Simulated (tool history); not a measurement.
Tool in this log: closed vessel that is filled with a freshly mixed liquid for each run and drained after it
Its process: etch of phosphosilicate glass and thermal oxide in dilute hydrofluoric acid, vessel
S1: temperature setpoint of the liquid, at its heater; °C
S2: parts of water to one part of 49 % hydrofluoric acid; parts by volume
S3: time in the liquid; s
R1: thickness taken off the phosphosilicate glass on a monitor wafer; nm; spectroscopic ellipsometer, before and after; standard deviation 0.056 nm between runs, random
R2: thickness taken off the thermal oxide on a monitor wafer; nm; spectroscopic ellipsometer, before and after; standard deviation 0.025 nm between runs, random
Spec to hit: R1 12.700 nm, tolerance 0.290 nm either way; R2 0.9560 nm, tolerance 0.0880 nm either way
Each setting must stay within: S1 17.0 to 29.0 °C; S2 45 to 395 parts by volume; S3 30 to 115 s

Run 1, day 0.000: S1 21.0 °C, S2 220 parts by volume, S3 60 s. Result: R1 14.008 nm, R2 1.0226 nm.
Run 2, day 0.125: S1 20.5 °C, S2 220 parts by volume, S3 60 s. Result: R1 13.758 nm, R2 1.0558 nm.
Run 3, day 0.479: S1 24.0 °C, S2 220 parts by volume, S3 60 s. Result: R1 15.813 nm, R2 1.1746 nm.
Run 4, day 0.800: S1 24.0 °C, S2 250 parts by volume, S3 60 s. Result: R1 13.321 nm, R2 1.0300 nm.
Run 5, day 1.162: S1 25.5 °C, S2 250 parts by volume, S3 60 s. Result: R1 14.154 nm, R2 1.0377 nm.
Run 6, day 1.367: S1 25.0 °C, S2 250 parts by volume, S3 60 s. Result: R1 13.929 nm, R2 1.0511 nm.
Run 7, day 1.483: S1 24.5 °C, S2 250 parts by volume, S3 60 s. Result: R1 13.673 nm, R2 1.0079 nm.
Run 8, day 1.529: S1 24.0 °C, S2 250 parts by volume, S3 60 s. Result: R1 13.414 nm, R2 1.0519 nm.

Consider the 4 candidate settings below. Which is the only one whose results all fall within their allowed miss of target?
Run A, day 1.575: S1 20.0 °C, S2 240 parts by volume, S3 70 s. Result: R1 ?, R2 ?.
Run B, day 1.575: S1 20.5 °C, S2 340 parts by volume, S3 105 s. Result: R1 ?, R2 ?.
Run C, day 1.575: S1 24.5 °C, S2 150 parts by volume, S3 30 s. Result: R1 ?, R2 ?.
Run D, day 1.575: S1 22.0 °C, S2 255 parts by volume, S3 65 s. Result: R1 ?, R2 ?.

move      R1      R2
   A  14.296  1.1116
   B  14.081  1.0949
   C  12.765  0.9926
   D  13.265  1.0315
A: moves away from the targets compared with the last run
B: moves away from the targets compared with the last run
C: meets every target
D: better than the last run, though not everything is in spec
Move C is the one to make.
